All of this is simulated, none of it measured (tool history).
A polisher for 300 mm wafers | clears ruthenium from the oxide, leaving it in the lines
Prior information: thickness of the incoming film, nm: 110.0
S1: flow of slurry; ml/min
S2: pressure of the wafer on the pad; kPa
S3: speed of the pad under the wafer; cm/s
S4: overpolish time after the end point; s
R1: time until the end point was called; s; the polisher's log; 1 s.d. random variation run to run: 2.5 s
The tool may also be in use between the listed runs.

run  hour   S1   S2   S3  S4       R1
  1   0.0  280  9.7  124   9  112.900
  2   6.8  280  9.7  142   9   98.401
  3   7.8  280  9.7  142   7   98.436
  4   9.8  280  8.3  136   7  118.250
  5  10.6  280  7.6  132   7  132.600
  6  16.1  280  6.9  130   7  148.870
  7  19.5  280  6.2  130   7  163.940

Run 8 has not been measured yet. What should we expect?
  8  27.6  280  4.1  128   7   ?

R1: 241.990 s

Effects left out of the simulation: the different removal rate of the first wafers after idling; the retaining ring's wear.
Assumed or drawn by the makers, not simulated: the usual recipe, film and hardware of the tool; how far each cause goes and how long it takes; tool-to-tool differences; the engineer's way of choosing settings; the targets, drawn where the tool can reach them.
